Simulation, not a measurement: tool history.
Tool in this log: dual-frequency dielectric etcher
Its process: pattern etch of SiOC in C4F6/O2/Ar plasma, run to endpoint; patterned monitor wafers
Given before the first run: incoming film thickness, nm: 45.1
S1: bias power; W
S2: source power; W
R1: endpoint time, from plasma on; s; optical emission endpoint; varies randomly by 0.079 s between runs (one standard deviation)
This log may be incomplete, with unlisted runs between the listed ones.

run	hour	S1	S2	R1
1	0	452	240	19.003
2	8.5	452	210	20.189
3	14.1	452	190	20.893
4	22.8	452	150	23.357
5	25.6	390	150	24.609
6	26.6	455	180	21.327
7	35.4	503	190	20.329

The next listed run, before its measurement:
8	36.7	537	210	?

{"run 8": {"R1": 18.954}}

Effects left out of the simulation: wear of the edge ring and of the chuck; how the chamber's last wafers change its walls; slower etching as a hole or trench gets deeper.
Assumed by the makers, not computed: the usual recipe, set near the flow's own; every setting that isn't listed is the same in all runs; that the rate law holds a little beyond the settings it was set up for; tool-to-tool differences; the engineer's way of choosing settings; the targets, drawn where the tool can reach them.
